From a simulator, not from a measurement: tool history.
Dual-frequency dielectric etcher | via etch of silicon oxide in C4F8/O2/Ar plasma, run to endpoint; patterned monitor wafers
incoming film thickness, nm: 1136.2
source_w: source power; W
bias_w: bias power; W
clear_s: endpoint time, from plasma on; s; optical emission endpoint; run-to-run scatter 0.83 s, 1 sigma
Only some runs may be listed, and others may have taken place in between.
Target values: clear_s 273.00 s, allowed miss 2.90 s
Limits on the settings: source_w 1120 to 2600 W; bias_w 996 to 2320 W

| run | day | source_w | bias_w | clear_s |
|---|---|---|---|---|
| 1 | 0.000 | 1860 | 1658 | 239.72 |
| 2 | 0.133 | 1770 | 1652 | 244.06 |
| 3 | 0.183 | 1460 | 1652 | 266.80 |
| 4 | 0.446 | 1460 | 1890 | 256.48 |
| 5 | 0.812 | 1420 | 1888 | 260.29 |
| 6 | 0.954 | 1640 | 1888 | 243.60 |
| 7 | 1.175 | 1570 | 1885 | 248.43 |
| 8 | 1.504 | 1520 | 1882 | 253.70 |
| 9 | 1.717 | 1480 | 1880 | 256.16 |
| 10 | 2.062 | 1150 | 1858 | 286.30 |

4 candidate next runs follow, results not yet known. Just one meets every target within its allowed miss. Identify it.
| A | 2.408 | 1310 | 2020 | ? |
| B | 2.408 | 1490 | 1506 | ? |
| C | 2.408 | 1260 | 1760 | ? |
| D | 2.408 | 1240 | 1780 | ? |

| move | clear_s |
|---|---|
| A | 263.34 |
| B | 272.57 |
| C | 280.26 |
| D | 281.31 |
A: carries the result that was furthest off beyond its target, to the other side
B: every result within its allowed miss
C: nearer than the last run, and not there yet
D: nearer than the last run, and not there yet
Correct choice: B, which meets every target

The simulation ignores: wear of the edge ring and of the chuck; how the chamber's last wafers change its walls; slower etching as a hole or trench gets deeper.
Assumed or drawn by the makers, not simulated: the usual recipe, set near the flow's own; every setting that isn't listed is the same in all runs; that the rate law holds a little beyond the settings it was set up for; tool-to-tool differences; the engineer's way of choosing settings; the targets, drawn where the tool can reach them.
